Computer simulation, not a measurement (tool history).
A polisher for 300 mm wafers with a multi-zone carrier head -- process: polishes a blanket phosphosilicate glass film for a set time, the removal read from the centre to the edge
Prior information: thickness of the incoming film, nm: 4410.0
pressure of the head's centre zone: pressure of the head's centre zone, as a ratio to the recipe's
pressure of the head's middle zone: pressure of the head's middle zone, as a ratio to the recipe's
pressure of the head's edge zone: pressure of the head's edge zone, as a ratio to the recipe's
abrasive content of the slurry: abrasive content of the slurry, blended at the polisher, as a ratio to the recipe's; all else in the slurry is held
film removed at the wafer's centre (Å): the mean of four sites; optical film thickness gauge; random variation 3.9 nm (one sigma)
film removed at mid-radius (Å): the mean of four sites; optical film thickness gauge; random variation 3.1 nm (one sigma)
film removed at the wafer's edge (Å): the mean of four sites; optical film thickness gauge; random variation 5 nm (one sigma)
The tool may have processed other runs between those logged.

run    day  flow of slurry (ml/min)  pressure of the head's centre zone  pressure of the head's middle zone  pressure of the head's edge zone  abrasive content of the slurry  polishing time (s)  film removed at the wafer's centre (Å)  film removed at mid-radius (Å)  film removed at the wafer's edge (Å)
  1  0.000                      225                                1.00                                1.00                              1.00                            1.00                  60                                  4973.8                          5042.9                                5129.1
  2  0.142                      280                                1.00                                1.00                              1.00                            1.00                  60                                  5223.3                          5234.1                                5198.3
  3  0.246                      275                                0.98                                1.00                              0.99                            0.95                  60                                  4910.7                          5057.3                                5091.7
  4  0.329                      275                                0.97                                1.00                              0.98                            0.90                  60                                  4639.0                          4955.5                                4814.7
  5  0.654                      270                                0.96                                0.99                              0.97                            0.90                  60                                  4635.0                          4898.4                                4897.3
  6  1.004                      270                                0.96                                0.99                              0.97                            0.90                  53                                  4087.4                          4301.7                                4252.8
  7  1.138                      265                                0.95                                0.99                              0.96                            0.90                  53                                  4056.2                          4332.0                                4242.9

Run 8 has not been measured yet. What should we expect?
  8  1.433                      260                                0.94                                0.99                              0.95                            0.90                  53                                       ?                               ?                                     ?

{"run 8": {"film removed at the wafer's centre (Å)": 4025.2, "film removed at mid-radius (Å)": 4337.3, "film removed at the wafer's edge (Å)": 4141.6}}

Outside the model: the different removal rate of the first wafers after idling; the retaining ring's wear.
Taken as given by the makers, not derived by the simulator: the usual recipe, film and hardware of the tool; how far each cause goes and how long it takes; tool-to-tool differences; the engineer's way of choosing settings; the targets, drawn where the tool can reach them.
